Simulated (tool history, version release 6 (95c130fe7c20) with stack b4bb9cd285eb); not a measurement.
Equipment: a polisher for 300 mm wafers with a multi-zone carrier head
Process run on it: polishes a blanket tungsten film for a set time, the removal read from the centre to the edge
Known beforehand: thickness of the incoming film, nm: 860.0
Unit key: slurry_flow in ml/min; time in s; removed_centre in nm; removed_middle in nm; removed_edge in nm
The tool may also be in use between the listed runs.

run 1 hour=0 | slurry_flow=185 centre_zone=1 middle_zone=1 edge_zone=1 slurry_solids=1 time=30 | removed_centre=146.69 removed_middle=149.66 removed_edge=148.95
run 2 hour=8.2 | slurry_flow=190 centre_zone=1.02 middle_zone=1.01 edge_zone=1.02 slurry_solids=1.05 time=30 | removed_centre=152.08 removed_middle=151.37 removed_edge=153.24
run 3 hour=13 | slurry_flow=190 centre_zone=1.02 middle_zone=1.05 edge_zone=1.02 slurry_solids=1.05 time=30 | removed_centre=153.49 removed_middle=158.52 removed_edge=151.28
run 4 hour=17.4 | slurry_flow=190 centre_zone=1.02 middle_zone=1.05 edge_zone=1.1 slurry_solids=1.05 time=30 | removed_centre=150.52 removed_middle=158.62 removed_edge=156.71
run 5 hour=25.1 | slurry_flow=190 centre_zone=1.02 middle_zone=1.05 edge_zone=1.16 slurry_solids=1.05 time=30 | removed_centre=151.26 removed_middle=156.18 removed_edge=162.06
run 6 hour=26 | slurry_flow=195 centre_zone=1.04 middle_zone=1.06 edge_zone=1.16 slurry_solids=1.05 time=30 | removed_centre=156.16 removed_middle=162.29 removed_edge=163.2
run 7 hour=26.8 | slurry_flow=205 centre_zone=1.05 middle_zone=1.06 edge_zone=1.16 slurry_solids=1.05 time=30 | removed_centre=157.75 removed_middle=161.51 removed_edge=167.75
run 8 hour=35.5 | slurry_flow=235 centre_zone=1.15 middle_zone=1.16 edge_zone=1.08 slurry_solids=1.2 time=30 | removed_centre=177.74 removed_middle=182.42 removed_edge=163.59

Run 9 is up next; what results do you expect?
run 9 hour=37.7 | slurry_flow=240 centre_zone=1.16 middle_zone=1.16 edge_zone=1.09 slurry_solids=1.2 time=30 | removed_centre=? removed_middle=? removed_edge=?

{"run 9": {"removed_centre": 179.96, "removed_middle": 186.99, "removed_edge": 166.1}}

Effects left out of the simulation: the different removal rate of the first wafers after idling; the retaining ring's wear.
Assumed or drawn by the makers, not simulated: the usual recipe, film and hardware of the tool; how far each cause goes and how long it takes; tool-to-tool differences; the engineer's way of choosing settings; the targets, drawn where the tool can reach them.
